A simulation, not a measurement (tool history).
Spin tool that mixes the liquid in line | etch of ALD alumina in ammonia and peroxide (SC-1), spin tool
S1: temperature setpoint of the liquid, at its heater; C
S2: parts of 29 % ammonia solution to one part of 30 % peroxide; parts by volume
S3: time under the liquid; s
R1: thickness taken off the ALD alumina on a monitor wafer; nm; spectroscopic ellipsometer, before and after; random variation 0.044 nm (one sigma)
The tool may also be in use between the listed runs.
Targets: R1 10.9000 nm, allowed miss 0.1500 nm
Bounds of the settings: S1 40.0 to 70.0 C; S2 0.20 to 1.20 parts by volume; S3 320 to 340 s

Run 1, hour 0.0: S1 56.0 C, S2 0.70 parts by volume, S3 320 s. Result: R1 17.4930 nm.
Run 2, hour 6.4: S1 54.0 C, S2 0.70 parts by volume, S3 320 s. Result: R1 15.7000 nm.
Run 3, hour 13.3: S1 50.5 C, S2 0.70 parts by volume, S3 320 s. Result: R1 13.0190 nm.
Run 4, hour 19.2: S1 55.0 C, S2 0.70 parts by volume, S3 320 s. Result: R1 16.6850 nm.
Run 5, hour 27.7: S1 55.0 C, S2 0.70 parts by volume, S3 340 s. Result: R1 17.6630 nm.
Run 6, hour 32.6: S1 60.5 C, S2 0.70 parts by volume, S3 340 s. Result: R1 23.4990 nm.
Run 7, hour 34.3: S1 52.5 C, S2 0.70 parts by volume, S3 340 s. Result: R1 15.4200 nm.
Run 8, hour 38.7: S1 44.5 C, S2 0.70 parts by volume, S3 340 s. Result: R1 9.9081 nm.

Which of these 5 next moves meets every target?
Run A, hour 43.1: S1 46.0 C, S2 0.55 parts by volume, S3 340 s. Result: R1 ?.
Run B, hour 43.1: S1 46.5 C, S2 0.80 parts by volume, S3 320 s. Result: R1 ?.
Run C, hour 43.1: S1 46.5 C, S2 0.75 parts by volume, S3 340 s. Result: R1 ?.
Run D, hour 43.1: S1 45.5 C, S2 0.75 parts by volume, S3 340 s. Result: R1 ?.
Run E, hour 43.1: S1 46.5 C, S2 0.60 parts by volume, S3 340 s. Result: R1 ?.

move       R1
   A  10.5270
   B  10.5610
   C  11.1520
   D  10.5400
   E  10.9190
A: nearer than the last run, and not there yet
B: nearer than the last run, and not there yet
C: takes the result that was furthest off past its target
D: nearer than the last run, and not there yet
E: meets every target
The right move is E.
